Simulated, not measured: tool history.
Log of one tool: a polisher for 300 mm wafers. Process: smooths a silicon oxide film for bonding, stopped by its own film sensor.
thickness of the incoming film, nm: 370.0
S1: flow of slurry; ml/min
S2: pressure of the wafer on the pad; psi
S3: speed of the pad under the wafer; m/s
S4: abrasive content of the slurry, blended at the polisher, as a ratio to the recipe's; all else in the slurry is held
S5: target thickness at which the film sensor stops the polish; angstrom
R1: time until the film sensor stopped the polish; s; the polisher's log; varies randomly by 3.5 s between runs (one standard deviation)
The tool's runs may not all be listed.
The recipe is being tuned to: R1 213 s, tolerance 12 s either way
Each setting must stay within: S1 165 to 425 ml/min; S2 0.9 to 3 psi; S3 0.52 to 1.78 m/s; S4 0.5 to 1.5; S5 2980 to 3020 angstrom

run    day   S1   S2    S3   S4    S5      R1
  1      0  275  1.9  1.14    1  3020  114.26
  2  0.058  275  1.7   1.1    1  3020  128.57
  3  0.429  275  1.7   1.1  1.2  3020  118.96
  4  0.738  275  1.7   1.1  1.1  3020  123.58
  5   0.95  275  1.5  1.06  1.1  3020  145.26
  6  1.317  275  1.4  1.04  1.1  3020  156.46
  7  1.633  275  1.4  1.04  1.1  3020  153.71
  8  1.658  275  1.3  1.02  1.1  3020   165.4
  9  2.012  275  1.3  1.02  1.1  3020  169.92
 10  2.112  275  1.2  1.02  1.1  3020  182.04
 11  2.292  275  1.1  1.02  1.1  3020  195.62
 12  2.488  275  0.9     1  1.1  3020  244.65

Exactly one of the 4 candidate moves below puts every result within its allowed miss. Which one?
  A  2.683  270  1.2  0.84  1.05  3010   ?
  B  2.683  310  1.2  0.98  1.25  3020   ?
  C  2.683  245  1.2  1.08   1.1  3010   ?
  D  2.683  250  1.1  1.04   1.3  3020   ?

move      R1
   A  212.61
   B  177.19
   C  179.63
   D   186.2
A: every result within its allowed miss
B: the result that was furthest off in the last run now lies on the other side of its target
C: the result that was furthest off in the last run now lies on the other side of its target
D: the result that was furthest off in the last run now lies on the other side of its target
Correct choice: A, which meets every target
